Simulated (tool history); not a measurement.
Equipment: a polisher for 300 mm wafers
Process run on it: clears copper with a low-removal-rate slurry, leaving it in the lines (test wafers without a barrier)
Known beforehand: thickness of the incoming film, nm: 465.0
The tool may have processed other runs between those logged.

run	hour	flow of slurry (ml/min)	pressure of the wafer on the pad (psi)	speed of the pad under the wafer (cm/s)	abrasive content of the slurry	overpolish time after the end point (s)	time until the end point was called (s)	dishing of a wide line in a test structure (nm)
1	0	300	4.2	98	1	17	122.22	44.796
2	2	300	4.2	98	1	12	121.63	33.041
3	4.7	300	3.7	92	1	12	147.28	28.195
4	6.1	300	3.3	88	1	12	170.25	23.656
5	8.2	300	3.3	88	1.1	12	168.67	24.418
6	12.6	300	3	84	1.1	13	192.47	23.467
7	16	300	2.7	82	1.1	13	216.96	20.926
8	22.4	300	2.5	80	1.1	13	244.07	18.933
9	28	300	2.4	80	1.1	13	250.15	18.62

What will run 10 give?
10	33.1	300	2.3	80	1.1	13	?	?

Run 10 yielded time until the end point was called (s) 257.2, dishing of a wide line in a test structure (nm) 17.535.

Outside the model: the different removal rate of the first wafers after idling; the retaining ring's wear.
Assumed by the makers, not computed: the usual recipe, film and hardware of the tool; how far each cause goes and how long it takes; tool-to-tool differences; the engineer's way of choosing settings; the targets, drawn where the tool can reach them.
